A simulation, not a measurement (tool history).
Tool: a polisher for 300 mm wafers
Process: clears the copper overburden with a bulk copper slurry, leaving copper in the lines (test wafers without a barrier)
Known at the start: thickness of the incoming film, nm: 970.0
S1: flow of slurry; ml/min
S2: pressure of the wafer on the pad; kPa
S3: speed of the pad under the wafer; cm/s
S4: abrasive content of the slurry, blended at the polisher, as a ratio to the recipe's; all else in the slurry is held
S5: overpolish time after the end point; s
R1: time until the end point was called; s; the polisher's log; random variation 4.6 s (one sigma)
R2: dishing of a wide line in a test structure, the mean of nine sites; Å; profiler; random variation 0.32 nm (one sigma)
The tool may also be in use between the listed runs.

run    day   S1    S2   S3    S4  S5      R1      R2
  1      0  180  15.2  108     1  11  138.62  465.54
  2  0.062  180  13.8  104     1  10  155.21  403.26
  3  0.392  180  13.8  104     1   7  151.28  297.21
  4  0.467  180  15.9  104     1   7  133.97  336.78
  5  0.642  180  15.9  104  0.85   7  135.34  327.07
  6  0.738  180  14.5  102  0.85   7  148.19  304.91
  7  1.038  180  13.1  100  0.85   7  164.33  280.35
  8  1.162  180  11.7   98  0.85   7  191.27   241.5

Run 9 comes next. What will it give?
  9  1.196  180  11  98  0.85   7   ?   ?

Run 9 gave R1 199.29 s, R2 228.44 Å.

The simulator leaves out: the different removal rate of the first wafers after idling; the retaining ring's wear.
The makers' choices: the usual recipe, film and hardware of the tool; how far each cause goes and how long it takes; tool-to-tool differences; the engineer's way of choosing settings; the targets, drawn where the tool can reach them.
